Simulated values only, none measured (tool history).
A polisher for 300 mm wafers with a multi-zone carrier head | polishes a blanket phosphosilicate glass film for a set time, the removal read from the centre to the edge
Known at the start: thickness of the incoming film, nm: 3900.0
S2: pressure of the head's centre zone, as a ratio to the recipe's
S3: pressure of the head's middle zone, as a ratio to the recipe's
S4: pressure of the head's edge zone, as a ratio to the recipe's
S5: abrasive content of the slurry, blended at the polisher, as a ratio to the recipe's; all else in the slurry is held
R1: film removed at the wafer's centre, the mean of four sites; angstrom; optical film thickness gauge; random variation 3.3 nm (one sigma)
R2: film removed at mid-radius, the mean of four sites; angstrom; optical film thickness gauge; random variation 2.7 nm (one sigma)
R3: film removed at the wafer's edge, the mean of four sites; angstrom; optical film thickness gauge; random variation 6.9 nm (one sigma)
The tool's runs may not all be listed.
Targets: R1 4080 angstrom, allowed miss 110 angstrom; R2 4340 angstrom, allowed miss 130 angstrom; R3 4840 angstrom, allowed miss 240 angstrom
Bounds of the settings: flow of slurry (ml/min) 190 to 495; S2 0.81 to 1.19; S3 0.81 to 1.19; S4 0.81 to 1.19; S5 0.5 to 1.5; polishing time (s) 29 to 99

Run 1, day 0: flow of slurry (ml/min) 320, S2 1, S3 1, S4 1, S5 1, polishing time (s) 64. Result: R1 7757.2 angstrom, R2 7766.5 angstrom, R3 7767.8 angstrom.
Run 2, day 0.233: flow of slurry (ml/min) 315, S2 0.98, S3 0.99, S4 0.99, S5 0.95, polishing time (s) 63. Result: R1 7211 angstrom, R2 7444.2 angstrom, R3 7559.8 angstrom.
Run 3, day 0.554: flow of slurry (ml/min) 315, S2 1.05, S3 0.99, S4 0.99, S5 0.95, polishing time (s) 63. Result: R1 7760.6 angstrom, R2 7329.5 angstrom, R3 7620.6 angstrom.
Run 4, day 0.75: flow of slurry (ml/min) 315, S2 1.05, S3 0.99, S4 0.99, S5 0.95, polishing time (s) 49. Result: R1 5989.2 angstrom, R2 5771.6 angstrom, R3 5921.5 angstrom.
Run 5, day 0.858: flow of slurry (ml/min) 315, S2 1.02, S3 0.99, S4 0.99, S5 0.95, polishing time (s) 49. Result: R1 5924 angstrom, R2 5795.9 angstrom, R3 5979.6 angstrom.
Run 6, day 1.017: flow of slurry (ml/min) 315, S2 1, S3 0.98, S4 0.98, S5 0.9, polishing time (s) 49. Result: R1 5607.5 angstrom, R2 5549.6 angstrom, R3 5804.1 angstrom.
Run 7, day 1.358: flow of slurry (ml/min) 315, S2 1, S3 0.98, S4 0.98, S5 0.9, polishing time (s) 49. Result: R1 5588.3 angstrom, R2 5530.4 angstrom, R3 5732.1 angstrom.
Run 8, day 1.6: flow of slurry (ml/min) 310, S2 0.98, S3 0.97, S4 0.97, S5 0.9, polishing time (s) 49. Result: R1 5393.9 angstrom, R2 5508.5 angstrom, R3 5796.2 angstrom.
Run 9, day 1.767: flow of slurry (ml/min) 315, S2 0.97, S3 0.96, S4 0.96, S5 0.85, polishing time (s) 49. Result: R1 5258.6 angstrom, R2 5310.2 angstrom, R3 5470.4 angstrom.
Run 10, day 1.929: flow of slurry (ml/min) 310, S2 0.95, S3 0.95, S4 0.96, S5 0.85, polishing time (s) 49. Result: R1 5193.9 angstrom, R2 5221 angstrom, R3 5432.3 angstrom.
Run 11, day 2: flow of slurry (ml/min) 305, S2 0.94, S3 0.94, S4 0.97, S5 0.85, polishing time (s) 49. Result: R1 5110.7 angstrom, R2 5194.4 angstrom, R3 5587.4 angstrom.
Run 12, day 2.079: flow of slurry (ml/min) 305, S2 0.84, S3 0.84, S4 0.87, S5 0.6, polishing time (s) 48. Result: R1 3653.3 angstrom, R2 3831.7 angstrom, R3 4210.9 angstrom.
Run 13, day 2.279: flow of slurry (ml/min) 310, S2 0.84, S3 0.85, S4 0.89, S5 0.6, polishing time (s) 48. Result: R1 3619.1 angstrom, R2 3867.9 angstrom, R3 4293.4 angstrom.
Run 14, day 2.479: flow of slurry (ml/min) 310, S2 0.85, S3 0.86, S4 0.9, S5 0.6, polishing time (s) 48. Result: R1 3682.4 angstrom, R2 3900.6 angstrom, R3 4338.5 angstrom.
Run 15, day 2.654: flow of slurry (ml/min) 310, S2 0.86, S3 0.87, S4 0.91, S5 0.6, polishing time (s) 48. Result: R1 3778.5 angstrom, R2 3953.4 angstrom, R3 4350.2 angstrom.
Run 16, day 2.842: flow of slurry (ml/min) 310, S2 0.86, S3 0.88, S4 0.92, S5 0.6, polishing time (s) 48. Result: R1 3773.8 angstrom, R2 3910.8 angstrom, R3 4345.8 angstrom.
Run 17, day 2.883: flow of slurry (ml/min) 310, S2 0.86, S3 0.89, S4 0.93, S5 0.6, polishing time (s) 48. Result: R1 3727.8 angstrom, R2 4054.1 angstrom, R3 4297 angstrom.
Run 18, day 3.258: flow of slurry (ml/min) 310, S2 0.86, S3 0.89, S4 0.94, S5 0.6, polishing time (s) 48. Result: R1 3747.8 angstrom, R2 4015.6 angstrom, R3 4333.9 angstrom.
Run 19, day 3.521: flow of slurry (ml/min) 310, S2 0.86, S3 0.89, S4 0.95, S5 0.6, polishing time (s) 48. Result: R1 3728.5 angstrom, R2 3990.8 angstrom, R3 4370.9 angstrom.
Run 20, day 3.779: flow of slurry (ml/min) 310, S2 0.86, S3 0.89, S4 0.96, S5 0.6, polishing time (s) 48. Result: R1 3751.3 angstrom, R2 4063.3 angstrom, R3 4461.3 angstrom.
Run 21, day 4.117: flow of slurry (ml/min) 310, S2 0.87, S3 0.89, S4 0.97, S5 0.6, polishing time (s) 48. Result: R1 3819.1 angstrom, R2 3990.7 angstrom, R3 4477 angstrom.
Run 22, day 4.233: flow of slurry (ml/min) 310, S2 0.87, S3 0.9, S4 0.98, S5 0.6, polishing time (s) 48. Result: R1 3787.9 angstrom, R2 4033.8 angstrom, R3 4460 angstrom.
Run 23, day 4.325: flow of slurry (ml/min) 310, S2 0.87, S3 0.9, S4 0.99, S5 0.6, polishing time (s) 48. Result: R1 3819.2 angstrom, R2 4032.4 angstrom, R3 4528 angstrom.
Run 24, day 4.662: flow of slurry (ml/min) 310, S2 0.87, S3 0.91, S4 1, S5 0.6, polishing time (s) 48. Result: R1 3794 angstrom, R2 4136.3 angstrom, R3 4644.9 angstrom.
Run 25, day 4.975: flow of slurry (ml/min) 315, S2 0.9, S3 0.93, S4 1.02, S5 0.6, polishing time (s) 48. Result: R1 3881 angstrom, R2 4147.9 angstrom, R3 4554.5 angstrom.
Run 26, day 5.017: flow of slurry (ml/min) 315, S2 0.9, S3 0.93, S4 1.03, S5 0.6, polishing time (s) 48. Result: R1 3948.9 angstrom, R2 4124.6 angstrom, R3 4494.8 angstrom.
Run 27, day 5.233: flow of slurry (ml/min) 310, S2 0.9, S3 0.93, S4 1.04, S5 0.6, polishing time (s) 48. Result: R1 3887.6 angstrom, R2 4147.9 angstrom, R3 4570.7 angstrom.

Which of these 4 next moves meets every target?
Run A, day 5.45: flow of slurry (ml/min) 340, S2 0.93, S3 0.93, S4 0.96, S5 0.5, polishing time (s) 51. Result: R1 ?, R2 ?, R3 ?.
Run B, day 5.45: flow of slurry (ml/min) 290, S2 0.91, S3 0.94, S4 1.05, S5 0.55, polishing time (s) 48. Result: R1 ?, R2 ?, R3 ?.
Run C, day 5.45: flow of slurry (ml/min) 275, S2 0.89, S3 0.92, S4 1.04, S5 0.65, polishing time (s) 49. Result: R1 ?, R2 ?, R3 ?.
Run D, day 5.45: flow of slurry (ml/min) 305, S2 0.99, S3 0.94, S4 0.98, S5 0.5, polishing time (s) 52. Result: R1 ?, R2 ?, R3 ?.

move      R1      R2      R3
   A  3827.3  3964.1  4227.3
   B  3682.9  3940.1  4365.2
   C  4044.7  4350.4  4891.9
   D  4106.8  4032.2  4315.6
A: further off than the last run
B: further off than the last run
C: meets every target
D: brings the result that was furthest off to its target, and leaves another outside
Move C is the one to make.
